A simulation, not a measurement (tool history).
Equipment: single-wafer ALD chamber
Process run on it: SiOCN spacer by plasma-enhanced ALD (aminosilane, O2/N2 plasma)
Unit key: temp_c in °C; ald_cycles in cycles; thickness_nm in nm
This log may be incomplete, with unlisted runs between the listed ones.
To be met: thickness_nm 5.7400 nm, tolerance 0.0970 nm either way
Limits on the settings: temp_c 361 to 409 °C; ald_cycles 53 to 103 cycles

Run 1, hour 0.0: temp_c 385 °C, ald_cycles 78 cycles. Result: thickness_nm 4.8720 nm.
Run 2, hour 0.7: temp_c 385 °C, ald_cycles 83 cycles. Result: thickness_nm 5.1955 nm.
Run 3, hour 6.3: temp_c 385 °C, ald_cycles 73 cycles. Result: thickness_nm 4.5448 nm.
Run 4, hour 14.7: temp_c 385 °C, ald_cycles 79 cycles. Result: thickness_nm 4.9501 nm.
Run 5, hour 21.5: temp_c 380 °C, ald_cycles 79 cycles. Result: thickness_nm 4.9270 nm.
Run 6, hour 23.6: temp_c 380 °C, ald_cycles 84 cycles. Result: thickness_nm 5.2473 nm.
Run 7, hour 27.6: temp_c 380 °C, ald_cycles 86 cycles. Result: thickness_nm 5.3739 nm.
Run 8, hour 28.5: temp_c 380 °C, ald_cycles 88 cycles. Result: thickness_nm 5.4999 nm.
Run 9, hour 32.3: temp_c 380 °C, ald_cycles 89 cycles. Result: thickness_nm 5.5686 nm.
Run 10, hour 37.4: temp_c 380 °C, ald_cycles 90 cycles. Result: thickness_nm 5.6181 nm.

Exactly one of the 5 candidate moves below puts every result within its allowed miss. Which one?
Run A, hour 42.5: temp_c 383 °C, ald_cycles 92 cycles. Result: thickness_nm ?.
Run B, hour 42.5: temp_c 389 °C, ald_cycles 86 cycles. Result: thickness_nm ?.
Run C, hour 42.5: temp_c 372 °C, ald_cycles 86 cycles. Result: thickness_nm ?.
Run D, hour 42.5: temp_c 365 °C, ald_cycles 87 cycles. Result: thickness_nm ?.
Run E, hour 42.5: temp_c 370 °C, ald_cycles 89 cycles. Result: thickness_nm ?.

move  thickness_nm
   A        5.7522
   B        5.3770
   C        5.3770
   D        5.4396
   E        5.5646
A: meets every target
B: misses by more than the last run did
C: misses by more than the last run did
D: misses by more than the last run did
E: misses by more than the last run did
A is the move that brings every result within its allowed miss.

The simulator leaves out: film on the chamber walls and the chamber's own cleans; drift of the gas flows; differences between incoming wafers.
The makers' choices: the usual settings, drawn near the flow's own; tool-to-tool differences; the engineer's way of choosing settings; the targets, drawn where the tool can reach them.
